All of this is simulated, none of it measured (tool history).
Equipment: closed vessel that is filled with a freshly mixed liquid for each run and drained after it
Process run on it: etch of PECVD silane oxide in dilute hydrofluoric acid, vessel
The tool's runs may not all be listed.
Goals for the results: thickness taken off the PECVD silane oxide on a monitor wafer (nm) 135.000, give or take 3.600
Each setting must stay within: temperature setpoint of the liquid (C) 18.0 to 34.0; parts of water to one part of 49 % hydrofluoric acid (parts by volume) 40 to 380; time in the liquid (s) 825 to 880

run	hour	temperature setpoint of the liquid (C)	parts of water to one part of 49 % hydrofluoric acid (parts by volume)	time in the liquid (s)	thickness taken off the PECVD silane oxide on a monitor wafer (nm)
1	0.0	26.0	210	825	97.103
2	8.4	26.0	275	825	68.222
3	17.5	23.0	275	825	62.032
4	20.9	26.0	275	825	68.721
5	22.0	26.0	220	825	92.511
6	31.2	28.0	220	825	97.676
7	36.0	29.0	215	825	103.330
8	41.2	29.5	210	825	109.900

Below are 5 possible settings for the next run. Only one of them brings all results inside the allowed miss of their targets. Which is it?
A	46.4	30.0	170	830	?
B	46.4	30.0	190	880	?
C	46.4	30.5	260	825	?
D	46.4	24.0	150	880	?
E	46.4	28.5	175	880	?

move	thickness taken off the PECVD silane oxide on a monitor wafer (nm)
A	143.860
B	133.080
C	85.265
D	142.000
E	139.590
A: pushes the last run's worst result past its target
B: every result lands within tolerance
C: further off than the last run
D: pushes the last run's worst result past its target
E: pushes the last run's worst result past its target
So the answer is move B, the one that meets all the targets.
